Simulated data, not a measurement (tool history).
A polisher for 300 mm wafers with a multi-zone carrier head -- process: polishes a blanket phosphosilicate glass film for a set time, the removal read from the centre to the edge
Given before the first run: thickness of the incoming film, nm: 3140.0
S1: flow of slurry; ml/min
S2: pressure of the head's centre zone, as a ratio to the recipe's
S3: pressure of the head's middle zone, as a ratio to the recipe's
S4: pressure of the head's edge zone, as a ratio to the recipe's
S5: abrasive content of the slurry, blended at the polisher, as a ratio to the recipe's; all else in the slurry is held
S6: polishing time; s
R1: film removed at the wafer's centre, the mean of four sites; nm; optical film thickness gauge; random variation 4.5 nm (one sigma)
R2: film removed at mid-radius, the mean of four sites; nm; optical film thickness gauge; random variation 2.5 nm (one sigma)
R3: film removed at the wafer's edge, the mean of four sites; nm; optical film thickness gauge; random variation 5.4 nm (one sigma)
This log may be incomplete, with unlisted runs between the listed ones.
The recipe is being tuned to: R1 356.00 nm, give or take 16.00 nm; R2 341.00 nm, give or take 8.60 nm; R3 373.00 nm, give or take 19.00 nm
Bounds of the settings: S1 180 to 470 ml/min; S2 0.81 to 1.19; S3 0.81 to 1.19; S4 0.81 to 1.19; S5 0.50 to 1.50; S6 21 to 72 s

| run | hour | S1 | S2 | S3 | S4 | S5 | S6 | R1 | R2 | R3 |
|---|---|---|---|---|---|---|---|---|---|---|
| 1 | 0.0 | 300 | 1.00 | 1.00 | 1.00 | 1.00 | 46 | 547.21 | 538.16 | 531.42 |
| 2 | 2.1 | 300 | 1.00 | 1.05 | 1.00 | 1.00 | 46 | 541.57 | 564.11 | 525.39 |
| 3 | 4.9 | 300 | 1.00 | 1.13 | 1.00 | 1.00 | 46 | 537.48 | 603.56 | 517.57 |
| 4 | 12.2 | 300 | 1.00 | 1.13 | 0.96 | 1.00 | 46 | 542.16 | 599.96 | 532.95 |
| 5 | 20.3 | 300 | 1.00 | 1.13 | 0.96 | 0.85 | 46 | 488.05 | 546.44 | 486.76 |
| 6 | 21.3 | 300 | 1.00 | 1.08 | 0.95 | 0.75 | 45 | 452.32 | 479.44 | 431.72 |
| 7 | 29.6 | 300 | 1.00 | 1.08 | 0.95 | 0.75 | 45 | 459.35 | 488.45 | 434.40 |
| 8 | 30.6 | 280 | 0.96 | 1.01 | 0.97 | 0.70 | 45 | 403.70 | 433.21 | 412.56 |
| 9 | 31.7 | 270 | 0.95 | 0.96 | 0.96 | 0.70 | 45 | 403.36 | 416.15 | 406.84 |

Below are 5 possible settings for the next run. Only one of them brings all results inside the allowed miss of their targets. Which is it?
| A | 32.8 | 420 | 1.04 | 0.89 | 0.99 | 0.65 | 43 | ? | ? | ? |
| B | 32.8 | 310 | 0.81 | 1.19 | 0.88 | 0.60 | 50 | ? | ? | ? |
| C | 32.8 | 215 | 1.01 | 0.82 | 1.11 | 1.00 | 32 | ? | ? | ? |
| D | 32.8 | 230 | 1.06 | 0.84 | 0.93 | 0.75 | 38 | ? | ? | ? |
| E | 32.8 | 235 | 0.99 | 0.93 | 1.10 | 0.50 | 49 | ? | ? | ? |

| move | R1 | R2 | R3 |
|---|---|---|---|
| A | 425.90 | 360.19 | 393.77 |
| B | 357.37 | 498.10 | 402.53 |
| C | 375.74 | 307.65 | 385.24 |
| D | 401.81 | 319.37 | 359.18 |
| E | 365.16 | 338.00 | 378.48 |
A: gains on the last run, yet a result remains outside its allowed miss
B: its largest miss is bigger than the last run's
C: moves the result that the last run missed by most past its target, out the other side
D: moves the result that the last run missed by most past its target, out the other side
E: all results in spec
The move that meets every target is E.
